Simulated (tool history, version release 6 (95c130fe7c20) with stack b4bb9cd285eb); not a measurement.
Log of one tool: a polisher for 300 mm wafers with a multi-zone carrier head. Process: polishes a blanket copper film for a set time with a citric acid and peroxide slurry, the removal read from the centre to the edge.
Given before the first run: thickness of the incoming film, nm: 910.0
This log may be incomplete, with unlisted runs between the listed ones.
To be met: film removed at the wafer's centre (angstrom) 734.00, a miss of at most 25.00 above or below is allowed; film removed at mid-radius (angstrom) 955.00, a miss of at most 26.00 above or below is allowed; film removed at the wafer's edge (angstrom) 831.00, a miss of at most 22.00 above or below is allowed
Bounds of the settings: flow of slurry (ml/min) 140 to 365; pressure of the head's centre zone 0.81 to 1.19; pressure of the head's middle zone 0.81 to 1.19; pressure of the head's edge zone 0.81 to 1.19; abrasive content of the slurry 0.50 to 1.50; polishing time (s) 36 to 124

run	hour	flow of slurry (ml/min)	pressure of the head's centre zone	pressure of the head's middle zone	pressure of the head's edge zone	abrasive content of the slurry	polishing time (s)	film removed at the wafer's centre (angstrom)	film removed at mid-radius (angstrom)	film removed at the wafer's edge (angstrom)
1	0.0	235	1.00	1.00	1.00	1.00	79	1286.80	1328.70	1317.00
2	2.6	235	1.00	1.00	1.07	1.00	79	1295.20	1330.70	1373.20
3	3.7	235	0.94	1.00	1.07	1.00	79	1212.20	1334.80	1368.00
4	12.7	230	0.91	1.01	1.01	0.85	74	1071.50	1214.40	1208.70
5	15.6	225	0.88	1.03	0.96	0.75	69	937.32	1109.20	1071.70
6	24.0	220	0.87	1.05	0.92	0.70	67	874.80	1068.20	990.46
7	26.0	210	0.86	1.06	0.89	0.65	66	826.97	1046.70	963.75
8	33.5	215	0.86	1.07	0.87	0.60	64	805.52	998.32	916.65
9	41.7	185	0.82	1.13	0.81	0.50	61	679.39	944.74	806.45
10	50.0	195	0.83	1.12	0.81	0.50	61	692.08	938.49	808.88

Which one of the following 5 next-run settings gets every result inside its allowed miss? There is exactly one.
A	58.3	150	0.90	1.17	0.81	0.55	60	?	?	?
B	58.3	220	0.92	1.19	0.82	0.50	57	?	?	?
C	58.3	190	0.85	1.16	0.81	0.50	63	?	?	?
D	58.3	200	0.90	1.16	0.81	0.70	55	?	?	?
E	58.3	225	0.87	1.12	0.87	0.55	59	?	?	?

move	film removed at the wafer's centre (angstrom)	film removed at mid-radius (angstrom)	film removed at the wafer's edge (angstrom)
A	727.52	964.15	785.85
B	727.26	951.14	757.55
C	728.75	1012.30	824.78
D	732.41	959.44	780.76
E	728.69	957.32	817.42
A: corrects the largest miss of the last run, while another result sits out of spec
B: corrects the largest miss of the last run, while another result sits out of spec
C: corrects the largest miss of the last run, while another result sits out of spec
D: corrects the largest miss of the last run, while another result sits out of spec
E: all results land within tolerance of their targets
E is the move that brings every result within its allowed miss.

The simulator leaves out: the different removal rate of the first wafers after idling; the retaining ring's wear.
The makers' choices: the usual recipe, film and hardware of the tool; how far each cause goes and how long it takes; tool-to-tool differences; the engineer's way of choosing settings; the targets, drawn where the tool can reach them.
